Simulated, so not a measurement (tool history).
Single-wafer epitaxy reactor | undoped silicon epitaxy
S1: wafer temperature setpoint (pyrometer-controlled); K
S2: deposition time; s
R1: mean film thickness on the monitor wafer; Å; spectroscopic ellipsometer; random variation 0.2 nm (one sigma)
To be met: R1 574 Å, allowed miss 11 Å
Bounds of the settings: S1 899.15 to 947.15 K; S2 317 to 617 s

Run 1, hour 0: S1 923.15 K, S2 467 s. Result: R1 778.31 Å.
Run 2, hour 6.7: S1 919.15 K, S2 466 s. Result: R1 709.25 Å.
Run 3, hour 9.9: S1 919.15 K, S2 423 s. Result: R1 648.08 Å.
Run 4, hour 17.7: S1 918.15 K, S2 423 s. Result: R1 629.51 Å.
Run 5, hour 20.4: S1 917.15 K, S2 423 s. Result: R1 614.54 Å.
Run 6, hour 24.6: S1 909.15 K, S2 423 s. Result: R1 515.6 Å.
Run 7, hour 32.5: S1 910.15 K, S2 423 s. Result: R1 526.14 Å.
Run 8, hour 35.7: S1 911.15 K, S2 423 s. Result: R1 540.13 Å.

4 next moves are on the table. One of them brings every result within its allowed miss. Which?
Run A, hour 38.9: S1 915.15 K, S2 409 s. Result: R1 ?.
Run B, hour 38.9: S1 908.15 K, S2 425 s. Result: R1 ?.
Run C, hour 38.9: S1 916.15 K, S2 384 s. Result: R1 ?.
Run D, hour 38.9: S1 910.15 K, S2 434 s. Result: R1 ?.

move      R1
   A  570.09
   B  503.81
   C  547.66
   D  538.99
A: meets every target
B: further off than the last run
C: nearer than the last run, and not there yet
D: as far off as the last run
Answer: A
